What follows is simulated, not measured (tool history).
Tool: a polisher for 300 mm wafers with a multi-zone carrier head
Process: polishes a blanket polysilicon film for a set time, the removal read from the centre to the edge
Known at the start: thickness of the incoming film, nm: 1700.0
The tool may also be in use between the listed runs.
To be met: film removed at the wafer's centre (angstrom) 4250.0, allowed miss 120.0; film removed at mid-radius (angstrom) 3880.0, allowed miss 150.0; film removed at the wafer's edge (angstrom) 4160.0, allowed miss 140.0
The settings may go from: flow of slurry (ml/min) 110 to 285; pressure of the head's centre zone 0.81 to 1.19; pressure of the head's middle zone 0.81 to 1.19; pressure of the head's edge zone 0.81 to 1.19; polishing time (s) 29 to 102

run	day	flow of slurry (ml/min)	pressure of the head's centre zone	pressure of the head's middle zone	pressure of the head's edge zone	polishing time (s)	film removed at the wafer's centre (angstrom)	film removed at mid-radius (angstrom)	film removed at the wafer's edge (angstrom)
1	0.000	180	1.00	1.00	1.00	65	4631.1	5047.1	5120.9
2	0.200	175	1.01	0.97	0.97	63	4494.5	4791.4	4870.8
3	0.421	175	0.96	0.97	0.97	63	4291.4	4754.4	4770.2
4	0.496	175	1.02	0.97	0.97	63	4555.7	4867.9	4692.9
5	0.654	175	1.02	0.97	0.97	69	4922.4	5234.9	5306.3
6	0.879	145	1.02	0.97	0.97	69	4767.7	5152.4	5078.4
7	1.233	150	1.03	0.94	0.97	66	4640.6	4768.6	4960.8
8	1.562	145	1.04	0.91	0.95	64	4522.8	4475.7	4674.8
9	1.738	140	1.04	0.89	0.93	63	4405.6	4221.7	4510.4
10	1.775	135	1.04	0.88	0.91	63	4329.1	4160.0	4423.8
11	2.100	130	1.04	0.87	0.90	63	4288.4	4090.3	4396.6
# day 2.221: centre zone pressure recalibrated
12	2.221	120	1.06	0.84	0.82	62	4773.5	3822.4	4127.1

Which of these 5 next moves meets every target?
A	2.342	160	0.95	0.85	0.87	58	?	?	?
B	2.342	150	1.11	0.89	0.81	60	?	?	?
C	2.342	125	0.96	0.90	0.99	56	?	?	?
D	2.342	170	1.00	0.81	0.83	61	?	?	?
E	2.342	130	1.05	0.82	0.86	59	?	?	?

move	film removed at the wafer's centre (angstrom)	film removed at mid-radius (angstrom)	film removed at the wafer's edge (angstrom)
A	4250.3	3822.3	4110.4
B	5070.2	4051.2	4079.2
C	3897.7	3661.4	4051.3
D	4766.5	3907.7	4270.2
E	4542.5	3607.1	4029.8
A: meets every target
B: further off than the last run
C: takes the result that was furthest off past its target
D: as far off as the last run
E: nearer than the last run, and not there yet
The right move is A.
